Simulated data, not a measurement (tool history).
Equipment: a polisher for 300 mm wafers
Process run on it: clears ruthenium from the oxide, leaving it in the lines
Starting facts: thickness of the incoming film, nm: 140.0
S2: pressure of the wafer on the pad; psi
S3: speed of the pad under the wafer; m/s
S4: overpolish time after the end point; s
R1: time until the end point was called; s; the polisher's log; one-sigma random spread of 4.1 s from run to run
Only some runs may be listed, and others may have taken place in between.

{"run": 1, "day": 0.0, "flow of slurry (ml/min)": 125, "S2": 1.3, "S3": 1.28, "S4": 23, "R1": 148.92}
{"run": 2, "day": 0.067, "flow of slurry (ml/min)": 125, "S2": 1.3, "S3": 1.28, "S4": 23, "R1": 150.34}
{"run": 3, "day": 0.333, "flow of slurry (ml/min)": 95, "S2": 1.3, "S3": 1.28, "S4": 23, "R1": 156.37}
{"run": 4, "day": 0.496, "flow of slurry (ml/min)": 95, "S2": 1.2, "S3": 1.26, "S4": 23, "R1": 167.13}
{"run": 5, "day": 0.788, "flow of slurry (ml/min)": 95, "S2": 0.9, "S3": 1.26, "S4": 23, "R1": 217.58}
{"run": 6, "day": 0.858, "flow of slurry (ml/min)": 95, "S2": 0.9, "S3": 1.12, "S4": 23, "R1": 251.76}
{"run": 7, "day": 0.967, "flow of slurry (ml/min)": 95, "S2": 1.0, "S3": 1.12, "S4": 23, "R1": 228.4}

The next listed run, before its measurement:
{"run": 8, "day": 0.988, "flow of slurry (ml/min)": 95, "S2": 1.0, "S3": 1.12, "S4": 23, "R1": "?"}

Run 8 gave R1 224.49 s.

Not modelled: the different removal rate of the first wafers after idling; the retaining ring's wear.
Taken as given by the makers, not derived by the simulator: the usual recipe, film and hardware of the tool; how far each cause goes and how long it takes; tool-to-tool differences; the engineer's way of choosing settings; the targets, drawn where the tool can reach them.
